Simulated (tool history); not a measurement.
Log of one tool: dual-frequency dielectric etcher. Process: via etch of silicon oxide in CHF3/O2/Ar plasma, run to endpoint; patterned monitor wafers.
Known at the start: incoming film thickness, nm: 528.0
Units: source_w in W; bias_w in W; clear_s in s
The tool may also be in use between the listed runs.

{"run": 1, "hour": 0.0, "source_w": 480, "bias_w": 138, "clear_s": 318.08}
{"run": 2, "hour": 2.4, "source_w": 460, "bias_w": 132, "clear_s": 329.15}
{"run": 3, "hour": 5.6, "source_w": 530, "bias_w": 132, "clear_s": 304.6}
{"run": 4, "hour": 9.8, "source_w": 460, "bias_w": 132, "clear_s": 328.93}
{"run": 5, "hour": 14.3, "source_w": 440, "bias_w": 129, "clear_s": 340.24}
{"run": 6, "hour": 22.8, "source_w": 420, "bias_w": 127, "clear_s": 348.06}
{"run": 7, "hour": 29.4, "source_w": 410, "bias_w": 125, "clear_s": 356.55}
{"run": 8, "hour": 34.7, "source_w": 400, "bias_w": 124, "clear_s": 362.88}
{"run": 9, "hour": 41.4, "source_w": 400, "bias_w": 124, "clear_s": 360.08}

Run 10 comes next. What will it give?
{"run": 10, "hour": 42.6, "source_w": 390, "bias_w": 123, "clear_s": "?"}

Run 10 gave clear_s 367.2 s.

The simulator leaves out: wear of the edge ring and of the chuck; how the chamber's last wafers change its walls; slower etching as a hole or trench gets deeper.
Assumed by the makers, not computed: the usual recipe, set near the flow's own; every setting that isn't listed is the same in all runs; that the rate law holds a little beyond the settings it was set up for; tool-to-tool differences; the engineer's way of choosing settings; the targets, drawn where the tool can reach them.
